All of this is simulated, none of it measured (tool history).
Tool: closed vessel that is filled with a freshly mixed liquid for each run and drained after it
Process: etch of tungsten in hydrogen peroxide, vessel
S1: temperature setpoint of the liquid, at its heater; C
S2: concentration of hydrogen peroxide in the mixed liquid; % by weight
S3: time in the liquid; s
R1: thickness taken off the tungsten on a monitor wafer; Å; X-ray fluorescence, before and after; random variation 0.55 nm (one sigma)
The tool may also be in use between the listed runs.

run 1 hour=0.0 | S1=50.0 S2=18.0 S3=30 | R1=551.47
run 2 hour=4.3 | S1=50.5 S2=18.0 S3=30 | R1=569.51
run 3 hour=10.9 | S1=53.0 S2=18.0 S3=30 | R1=664.14
run 4 hour=14.3 | S1=48.5 S2=18.0 S3=30 | R1=503.68
run 5 hour=19.3 | S1=48.5 S2=15.5 S3=30 | R1=468.71
run 6 hour=24.3 | S1=49.5 S2=15.5 S3=30 | R1=497.43

Forecast run 7:
run 7 hour=31.4 | S1=57.0 S2=15.5 S3=30 | R1=?

R1: 791.30 Å
